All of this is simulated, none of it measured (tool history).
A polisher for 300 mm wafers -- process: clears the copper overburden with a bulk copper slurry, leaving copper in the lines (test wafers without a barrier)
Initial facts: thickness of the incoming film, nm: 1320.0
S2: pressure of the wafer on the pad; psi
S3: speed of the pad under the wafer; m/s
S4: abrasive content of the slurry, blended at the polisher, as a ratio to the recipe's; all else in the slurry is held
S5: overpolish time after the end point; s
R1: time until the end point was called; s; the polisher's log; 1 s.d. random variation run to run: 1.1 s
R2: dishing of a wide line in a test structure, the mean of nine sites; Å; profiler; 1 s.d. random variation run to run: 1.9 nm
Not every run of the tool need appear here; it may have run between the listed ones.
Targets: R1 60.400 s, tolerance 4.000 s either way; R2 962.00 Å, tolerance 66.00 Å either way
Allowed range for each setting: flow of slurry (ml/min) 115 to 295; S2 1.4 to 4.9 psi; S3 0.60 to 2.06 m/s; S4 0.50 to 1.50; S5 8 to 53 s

run 1 hour=0.0 | flow_of_slurry_(ml/min)=190 S2=3.1 S3=1.32 S4=1.00 S5=27 | R1=103.380 R2=1203.10
run 2 hour=7.3 | flow_of_slurry_(ml/min)=205 S2=3.0 S3=1.42 S4=1.05 S5=25 | R1=99.190 R2=1179.70
run 3 hour=9.1 | flow_of_slurry_(ml/min)=205 S2=3.0 S3=1.56 S4=1.05 S5=25 | R1=89.992 R2=1210.60
run 4 hour=10.1 | flow_of_slurry_(ml/min)=215 S2=3.0 S3=1.62 S4=1.10 S5=23 | R1=87.642 R2=1242.50
run 5 hour=15.0 | flow_of_slurry_(ml/min)=200 S2=3.0 S3=1.68 S4=1.00 S5=21 | R1=85.980 R2=1202.30
run 6 hour=16.8 | flow_of_slurry_(ml/min)=200 S2=3.0 S3=1.68 S4=1.10 S5=21 | R1=87.254 R2=1214.30
run 7 hour=21.5 | flow_of_slurry_(ml/min)=210 S2=3.0 S3=1.72 S4=1.00 S5=19 | R1=84.216 R2=1152.70
run 8 hour=27.4 | flow_of_slurry_(ml/min)=220 S2=3.1 S3=1.76 S4=0.95 S5=18 | R1=79.203 R2=1128.60
run 9 hour=29.9 | flow_of_slurry_(ml/min)=225 S2=3.2 S3=1.78 S4=0.90 S5=17 | R1=81.576 R2=1137.00
run 10 hour=30.8 | flow_of_slurry_(ml/min)=235 S2=3.3 S3=1.82 S4=0.85 S5=16 | R1=75.138 R2=1191.10
run 11 hour=36.1 | flow_of_slurry_(ml/min)=230 S2=3.3 S3=1.86 S4=0.85 S5=15 | R1=74.309 R2=1152.60
run 12 hour=39.1 | flow_of_slurry_(ml/min)=240 S2=3.3 S3=1.88 S4=0.80 S5=14 | R1=74.067 R2=1051.40
run 13 hour=46.4 | flow_of_slurry_(ml/min)=245 S2=3.4 S3=1.90 S4=0.75 S5=13 | R1=73.508 R2=1112.60
run 14 hour=48.8 | flow_of_slurry_(ml/min)=250 S2=3.3 S3=1.92 S4=0.80 S5=12 | R1=75.073 R2=1074.00
run 15 hour=50.8 | flow_of_slurry_(ml/min)=295 S2=3.2 S3=2.06 S4=1.05 S5=8 | R1=67.450 R2=853.79

Exactly one of the 4 candidate moves below puts every result within its allowed miss. Which one?
run A hour=52.8 | flow_of_slurry_(ml/min)=290 S2=3.4 S3=2.04 S4=1.35 S5=9 | R1=? R2=?
run B hour=52.8 | flow_of_slurry_(ml/min)=295 S2=2.8 S3=2.06 S4=1.10 S5=14 | R1=? R2=?
run C hour=52.8 | flow_of_slurry_(ml/min)=295 S2=3.5 S3=2.06 S4=1.05 S5=12 | R1=? R2=?
run D hour=52.8 | flow_of_slurry_(ml/min)=270 S2=3.3 S3=1.90 S4=0.95 S5=16 | R1=? R2=?

move=A R1=61.430 R2=992.62
move=B R1=75.245 R2=1075.10
move=C R1=62.227 R2=1142.70
move=D R1=71.926 R2=1196.80
A: all results land within tolerance of their targets
B: its largest miss is bigger than the last run's
C: gets the furthest-off result to its target, but another result is out of tolerance
D: its largest miss is bigger than the last run's
So the answer is move A, the one that meets all the targets.
